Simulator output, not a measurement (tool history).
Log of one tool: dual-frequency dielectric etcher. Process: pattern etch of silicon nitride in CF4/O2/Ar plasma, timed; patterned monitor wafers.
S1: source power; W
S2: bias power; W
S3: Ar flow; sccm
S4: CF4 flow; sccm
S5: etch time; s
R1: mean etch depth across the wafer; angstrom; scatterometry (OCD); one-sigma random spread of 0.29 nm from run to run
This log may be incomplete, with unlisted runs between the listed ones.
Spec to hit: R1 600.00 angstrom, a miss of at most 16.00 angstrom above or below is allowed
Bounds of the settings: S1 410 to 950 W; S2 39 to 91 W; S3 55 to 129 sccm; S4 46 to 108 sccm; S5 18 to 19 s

run 1 hour=0.0 | S1=680 S2=65 S3=92 S4=77 S5=18 | R1=432.98
run 2 hour=7.1 | S1=740 S2=66 S3=92 S4=77 S5=18 | R1=471.61
run 3 hour=8.8 | S1=780 S2=67 S3=92 S4=77 S5=18 | R1=498.48
run 4 hour=17.5 | S1=780 S2=67 S3=92 S4=67 S5=18 | R1=489.75
run 5 hour=19.6 | S1=780 S2=56 S3=92 S4=67 S5=18 | R1=461.61
run 6 hour=23.1 | S1=780 S2=51 S3=92 S4=67 S5=18 | R1=452.18
run 7 hour=26.6 | S1=820 S2=53 S3=91 S4=68 S5=18 | R1=480.28
run 8 hour=30.6 | S1=850 S2=55 S3=90 S4=69 S5=18 | R1=504.26
run 9 hour=33.8 | S1=870 S2=57 S3=89 S4=70 S5=18 | R1=525.18
run 10 hour=42.3 | S1=890 S2=58 S3=88 S4=70 S5=18 | R1=536.46
run 11 hour=45.3 | S1=900 S2=59 S3=88 S4=71 S5=18 | R1=544.56
run 12 hour=53.9 | S1=910 S2=60 S3=88 S4=72 S5=18 | R1=553.40
run 13 hour=59.9 | S1=920 S2=61 S3=87 S4=72 S5=18 | R1=564.10
run 14 hour=63.3 | S1=930 S2=62 S3=87 S4=72 S5=18 | R1=579.45
run 15 hour=65.2 | S1=940 S2=63 S3=87 S4=72 S5=18 | R1=585.75

Which of these 4 next moves meets every target?
run A hour=67.1 | S1=920 S2=62 S3=83 S4=72 S5=18 | R1=?
run B hour=67.1 | S1=950 S2=67 S3=86 S4=76 S5=18 | R1=?
run C hour=67.1 | S1=930 S2=58 S3=84 S4=65 S5=18 | R1=?
run D hour=67.1 | S1=890 S2=58 S3=95 S4=59 S5=19 | R1=?

move=A R1=565.89
move=B R1=599.72
move=C R1=551.30
move=D R1=542.56
A: further off than the last run
B: each result inside its tolerance
C: further off than the last run
D: further off than the last run
The right move is B.

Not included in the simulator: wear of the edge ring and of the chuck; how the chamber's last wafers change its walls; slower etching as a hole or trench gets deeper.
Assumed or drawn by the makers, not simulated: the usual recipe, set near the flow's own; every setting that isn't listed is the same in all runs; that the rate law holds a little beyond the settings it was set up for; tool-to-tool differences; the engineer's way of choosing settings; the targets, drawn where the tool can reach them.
